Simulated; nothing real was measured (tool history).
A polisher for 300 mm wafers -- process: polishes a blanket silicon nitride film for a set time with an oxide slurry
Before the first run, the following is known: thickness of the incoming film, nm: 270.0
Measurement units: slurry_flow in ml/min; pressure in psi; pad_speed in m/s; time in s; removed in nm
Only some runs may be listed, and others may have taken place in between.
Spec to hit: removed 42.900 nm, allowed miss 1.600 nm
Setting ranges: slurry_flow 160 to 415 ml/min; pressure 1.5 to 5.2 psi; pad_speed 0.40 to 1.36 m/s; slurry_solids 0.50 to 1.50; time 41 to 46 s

run,hour,slurry_flow,pressure,pad_speed,slurry_solids,time,removed
1,0.0,265,3.3,0.88,1.00,46,20.411
2,5.4,265,3.3,0.88,1.00,41,18.267
3,13.5,265,3.9,0.96,1.00,41,22.126
4,19.7,265,4.3,1.08,1.05,42,27.917
5,27.3,265,4.6,1.16,1.05,42,30.330
6,35.5,265,4.8,1.22,1.10,42,34.458
7,42.4,265,4.9,1.26,1.10,42,36.147
8,47.9,265,5.0,1.28,1.10,42,37.211
9,49.8,265,5.1,1.30,1.10,42,38.083
10,57.6,265,5.1,1.32,1.15,42,40.275
11,65.1,265,5.1,1.34,1.15,42,40.793

Exactly one of the 4 candidate moves below puts every result within its allowed miss. Which one?
A,72.6,275,5.1,1.28,1.10,43,?
B,72.6,220,5.1,1.34,1.50,42,?
C,72.6,270,5.0,1.36,1.10,43,?
D,72.6,255,5.0,1.34,1.30,42,?

move,removed
A,38.460
B,45.962
C,39.087
D,42.145
A: the biggest miss grows against the last run
B: takes the biggest miss from the last run beyond its target
C: the biggest miss grows against the last run
D: in spec on every target
The move that meets every target is D.

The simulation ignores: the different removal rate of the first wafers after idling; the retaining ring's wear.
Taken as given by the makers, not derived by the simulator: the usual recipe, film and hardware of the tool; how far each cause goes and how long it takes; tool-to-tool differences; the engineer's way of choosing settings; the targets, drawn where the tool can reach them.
